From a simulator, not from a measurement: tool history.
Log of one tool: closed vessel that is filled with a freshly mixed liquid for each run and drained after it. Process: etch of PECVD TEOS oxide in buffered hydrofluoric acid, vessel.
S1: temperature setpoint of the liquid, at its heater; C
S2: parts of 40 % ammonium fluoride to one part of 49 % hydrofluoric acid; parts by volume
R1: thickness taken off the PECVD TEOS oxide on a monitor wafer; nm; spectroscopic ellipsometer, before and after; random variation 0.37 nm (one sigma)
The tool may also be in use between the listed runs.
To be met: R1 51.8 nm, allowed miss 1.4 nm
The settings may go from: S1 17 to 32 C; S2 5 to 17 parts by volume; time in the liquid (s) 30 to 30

run 1 hour=0 | S1=24 S2=10.5 time_in_the_liquid_(s)=30 | R1=67.461
run 2 hour=7 | S1=23 S2=10.5 time_in_the_liquid_(s)=30 | R1=63.31
run 3 hour=8.5 | S1=22.5 S2=10.5 time_in_the_liquid_(s)=30 | R1=61.494
run 4 hour=11.1 | S1=22 S2=10.5 time_in_the_liquid_(s)=30 | R1=59.56
run 5 hour=13.9 | S1=21.5 S2=10.5 time_in_the_liquid_(s)=30 | R1=58.082
run 6 hour=16.5 | S1=21 S2=10.5 time_in_the_liquid_(s)=30 | R1=56.184
run 7 hour=19.8 | S1=20.5 S2=10.5 time_in_the_liquid_(s)=30 | R1=55.043
run 8 hour=28.4 | S1=20 S2=10.5 time_in_the_liquid_(s)=30 | R1=53.866

4 next moves are on the table. One of them brings every result within its allowed miss. Which?
run A hour=37 | S1=20.5 S2=10.5 time_in_the_liquid_(s)=30 | R1=?
run B hour=37 | S1=24 S2=13.5 time_in_the_liquid_(s)=30 | R1=?
run C hour=37 | S1=23.5 S2=12.5 time_in_the_liquid_(s)=30 | R1=?
run D hour=37 | S1=19 S2=9.5 time_in_the_liquid_(s)=30 | R1=?

move=A R1=55.359
move=B R1=52.529
move=C R1=55.114
move=D R1=55.123
A: further off than the last run
B: meets every target
C: further off than the last run
D: further off than the last run
Answer: B
